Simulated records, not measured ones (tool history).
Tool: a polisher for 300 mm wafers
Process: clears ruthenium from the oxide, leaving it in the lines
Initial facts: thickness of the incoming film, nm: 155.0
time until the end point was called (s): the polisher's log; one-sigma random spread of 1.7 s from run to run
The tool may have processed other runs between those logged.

run,hour,flow of slurry (ml/min),pressure of the wafer on the pad (kPa),speed of the pad under the wafer (m/s),overpolish time after the end point (s),time until the end point was called (s)
1,0.0,275,15.9,1.08,14,95.200
2,6.0,275,15.9,1.24,14,83.552
3,7.7,275,13.1,1.22,14,98.869
4,11.2,275,15.9,1.22,14,85.286
5,17.9,275,13.1,1.22,14,97.526
6,22.9,325,13.1,1.22,14,97.711
7,25.3,325,11.0,1.18,14,113.610
8,27.6,325,9.7,1.16,14,130.390
9,29.8,325,6.9,1.16,14,163.060
10,34.7,330,6.9,1.16,14,163.230

Predict the results of run 11:
11,38.9,335,6.9,1.16,14,?

{"run 11": {"time until the end point was called (s)": 161.25}}
